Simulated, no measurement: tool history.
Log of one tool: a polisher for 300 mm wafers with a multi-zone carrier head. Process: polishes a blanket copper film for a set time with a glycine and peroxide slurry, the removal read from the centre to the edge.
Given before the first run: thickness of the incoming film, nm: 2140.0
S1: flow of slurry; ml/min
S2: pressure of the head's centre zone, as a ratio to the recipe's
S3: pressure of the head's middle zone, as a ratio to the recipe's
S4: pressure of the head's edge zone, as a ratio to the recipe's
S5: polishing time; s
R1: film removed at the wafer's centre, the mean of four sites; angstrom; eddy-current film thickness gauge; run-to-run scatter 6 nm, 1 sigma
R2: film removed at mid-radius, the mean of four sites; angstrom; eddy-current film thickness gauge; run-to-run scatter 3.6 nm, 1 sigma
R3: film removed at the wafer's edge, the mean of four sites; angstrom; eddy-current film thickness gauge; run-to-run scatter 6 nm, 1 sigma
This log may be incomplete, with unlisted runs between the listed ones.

run,day,S1,S2,S3,S4,S5,R1,R2,R3
1,0,195,1,1,1,54,4015.3,4020.8,4126.7
2,0.054,215,1,1,1,54,3950.1,4163.8,4054.9
3,0.325,215,0.93,1,1,54,3821.3,4179.9,4023.4
4,0.417,195,0.9,1.02,1.06,57,3717.3,4364.6,4352.2
5,0.538,195,0.9,0.97,1.06,57,3814.4,4186.3,4458.2
6,0.758,195,0.85,0.97,1.06,57,3610.4,4198.3,4378.1
7,1.062,210,0.87,0.98,1.09,59,3863.6,4425.3,4744.1

Expected results for the next run?
8,1.133,265,0.9,1.06,1.13,60,?,?,?

{"run 8": {"R1": 4195.4, "R2": 4924.4, "R3": 4908}}

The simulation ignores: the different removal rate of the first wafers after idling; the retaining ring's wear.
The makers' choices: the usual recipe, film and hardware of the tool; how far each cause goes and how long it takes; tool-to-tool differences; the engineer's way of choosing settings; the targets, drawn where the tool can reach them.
